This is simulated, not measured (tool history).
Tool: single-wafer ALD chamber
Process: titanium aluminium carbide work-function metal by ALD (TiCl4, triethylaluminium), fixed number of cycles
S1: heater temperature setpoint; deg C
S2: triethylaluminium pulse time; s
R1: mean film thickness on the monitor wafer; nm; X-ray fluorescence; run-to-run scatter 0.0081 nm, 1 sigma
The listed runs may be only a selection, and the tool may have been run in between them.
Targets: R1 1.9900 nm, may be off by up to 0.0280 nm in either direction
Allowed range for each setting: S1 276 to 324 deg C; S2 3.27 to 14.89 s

{"run": 1, "hour": 0.0, "S1": 300, "S2": 9.08, "R1": 1.7754}
{"run": 2, "hour": 2.0, "S1": 300, "S2": 10.17, "R1": 1.7965}
{"run": 3, "hour": 6.9, "S1": 305, "S2": 10.46, "R1": 1.8507}
{"run": 4, "hour": 14.5, "S1": 305, "S2": 12.89, "R1": 1.8742}
{"run": 5, "hour": 19.5, "S1": 311, "S2": 12.89, "R1": 1.9158}
{"run": 6, "hour": 21.8, "S1": 313, "S2": 13.07, "R1": 1.9382}
{"run": 7, "hour": 25.8, "S1": 313, "S2": 13.07, "R1": 1.9467}
{"run": 8, "hour": 27.5, "S1": 314, "S2": 13.15, "R1": 1.9422}

Which one of the following 4 next-run settings gets every result inside its allowed miss? There is exactly one.
{"run": "A", "hour": 29.2, "S1": 324, "S2": 14.44, "R1": "?"}
{"run": "B", "hour": 29.2, "S1": 324, "S2": 14.88, "R1": "?"}
{"run": "C", "hour": 29.2, "S1": 317, "S2": 14.89, "R1": "?"}
{"run": "D", "hour": 29.2, "S1": 324, "S2": 14.89, "R1": "?"}

move=A R1=2.0317
move=B R1=2.0333
move=C R1=1.9787
move=D R1=2.0334
A: takes the result that was furthest off past its target
B: takes the result that was furthest off past its target
C: all results land within tolerance of their targets
D: takes the result that was furthest off past its target
Go with C: it meets all targets.

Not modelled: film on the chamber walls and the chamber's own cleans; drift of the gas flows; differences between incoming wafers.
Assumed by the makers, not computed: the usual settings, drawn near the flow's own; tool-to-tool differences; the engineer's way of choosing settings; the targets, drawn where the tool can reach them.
